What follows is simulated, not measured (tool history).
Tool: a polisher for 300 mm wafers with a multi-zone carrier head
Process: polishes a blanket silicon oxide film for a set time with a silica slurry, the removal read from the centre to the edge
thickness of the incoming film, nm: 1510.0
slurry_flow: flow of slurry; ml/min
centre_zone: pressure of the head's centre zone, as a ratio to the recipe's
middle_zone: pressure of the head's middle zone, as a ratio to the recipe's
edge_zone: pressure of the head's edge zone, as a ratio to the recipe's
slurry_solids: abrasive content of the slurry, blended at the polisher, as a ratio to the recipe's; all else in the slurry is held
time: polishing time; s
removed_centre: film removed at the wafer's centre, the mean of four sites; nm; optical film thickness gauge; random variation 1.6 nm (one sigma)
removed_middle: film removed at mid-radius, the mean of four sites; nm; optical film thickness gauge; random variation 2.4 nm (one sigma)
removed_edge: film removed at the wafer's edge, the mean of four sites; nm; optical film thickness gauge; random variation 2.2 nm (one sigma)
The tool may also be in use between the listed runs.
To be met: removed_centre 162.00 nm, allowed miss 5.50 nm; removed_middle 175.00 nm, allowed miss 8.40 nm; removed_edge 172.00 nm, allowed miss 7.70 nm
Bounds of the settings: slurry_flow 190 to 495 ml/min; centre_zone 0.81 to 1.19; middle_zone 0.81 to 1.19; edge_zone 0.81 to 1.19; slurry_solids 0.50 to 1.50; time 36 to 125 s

run	hour	slurry_flow	centre_zone	middle_zone	edge_zone	slurry_solids	time	removed_centre	removed_middle	removed_edge
1	0.0	320	1.00	1.00	1.00	1.00	80	330.97	329.23	337.04
2	6.8	255	1.00	1.00	1.00	1.00	80	325.98	313.47	331.61
3	8.6	260	0.98	1.00	0.98	0.90	74	284.59	276.66	284.96
4	12.0	265	0.95	1.00	0.98	0.80	70	250.81	248.22	258.19
5	16.9	265	0.95	1.03	0.98	0.80	70	253.70	257.61	255.36
6	19.4	270	0.93	1.03	0.98	0.75	67	233.39	237.56	238.06
7	22.4	275	0.91	1.03	0.98	0.70	65	214.51	225.34	230.54
# hour 27.0: edge zone pressure recalibrated
8	27.0	270	0.90	1.03	0.96	0.65	63	196.56	218.86	199.55
9	32.7	265	0.89	1.00	0.96	0.65	63	195.42	207.63	202.47
10	40.4	265	0.88	0.98	0.95	0.65	63	189.55	203.91	198.88
11	49.3	260	0.87	0.96	0.94	0.65	63	188.08	201.53	202.28
12	57.5	260	0.86	0.94	0.92	0.60	63	178.50	187.62	191.89
13	65.9	260	0.85	0.94	0.90	0.60	63	181.07	190.00	187.29
14	66.6	260	0.84	0.94	0.90	0.60	63	176.94	189.11	192.72
15	75.0	260	0.84	0.95	0.84	0.50	59	153.31	163.46	156.56
16	75.5	260	0.84	0.95	0.84	0.50	59	152.02	164.15	161.90
17	83.2	265	0.84	0.95	0.85	0.50	59	153.12	167.38	156.99

4 next moves are on the table. One of them brings every result within its allowed miss. Which?
A	90.9	300	0.93	0.99	0.81	0.50	54	?	?	?
B	90.9	235	0.85	0.97	0.90	0.55	61	?	?	?
C	90.9	485	0.87	1.13	0.81	0.50	51	?	?	?
D	90.9	405	0.98	1.17	0.81	0.50	50	?	?	?

move	removed_centre	removed_middle	removed_edge
A	158.02	161.51	142.85
B	164.67	181.22	172.20
C	146.32	177.79	138.93
D	158.92	177.26	134.80
A: further off than the last run
B: meets every target
C: further off than the last run
D: further off than the last run
The right move is B.
